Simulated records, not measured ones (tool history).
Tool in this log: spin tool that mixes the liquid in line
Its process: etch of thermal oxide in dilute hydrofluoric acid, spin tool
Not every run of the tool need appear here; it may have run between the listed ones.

| run | day | temperature setpoint of the liquid (°C) | parts of water to one part of 49 % hydrofluoric acid (parts by volume) | time under the liquid (s) | thickness taken off the thermal oxide on a monitor wafer (Å) |
|---|---|---|---|---|---|
| 1 | 0 | 23 | 145 | 100 | 29.107 |
| 2 | 0.379 | 23 | 145 | 80 | 23.233 |
| 3 | 0.429 | 23 | 145 | 100 | 29.141 |
| 4 | 0.646 | 23 | 190 | 100 | 21.09 |
| 5 | 0.883 | 22.5 | 190 | 100 | 20.733 |
| 6 | 1.171 | 22 | 190 | 100 | 20.434 |
| 7 | 1.233 | 21.5 | 190 | 100 | 20.166 |

Forecast run 8:
| 8 | 1.55 | 21 | 190 | 100 | ? |

thickness taken off the thermal oxide on a monitor wafer (Å): 19.698
